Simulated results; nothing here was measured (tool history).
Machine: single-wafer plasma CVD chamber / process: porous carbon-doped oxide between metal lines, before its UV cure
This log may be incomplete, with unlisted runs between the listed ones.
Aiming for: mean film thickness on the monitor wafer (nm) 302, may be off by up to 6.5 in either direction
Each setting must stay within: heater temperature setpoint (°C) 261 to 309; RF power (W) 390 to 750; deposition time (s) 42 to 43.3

run,day,heater temperature setpoint (°C),RF power (W),deposition time (s),mean film thickness on the monitor wafer (nm)
1,0,285,570,42,274.86
2,0.112,285,540,42,266.73
3,0.196,285,540,42,266.2
4,0.304,292,540,42,257.57
5,0.671,286,555,42,268.09
6,0.754,279,555,42,280.95
7,0.85,279,555,42,281.94
8,1.012,277,560,42,284.66
9,1.175,275,565,42,290.66

Which one of the following 5 next-run settings gets every result inside its allowed miss? There is exactly one.
A,1.338,275,520,42,?
B,1.338,278,560,42,?
C,1.338,272,535,42,?
D,1.338,271,550,43.2,?
E,1.338,280,570,42,?

move,mean film thickness on the monitor wafer (nm)
A,274.94
B,283.17
C,284.75
D,299.55
E,283.11
A: its largest miss is bigger than the last run's
B: its largest miss is bigger than the last run's
C: its largest miss is bigger than the last run's
D: every result within its allowed miss
E: its largest miss is bigger than the last run's
Answer: D
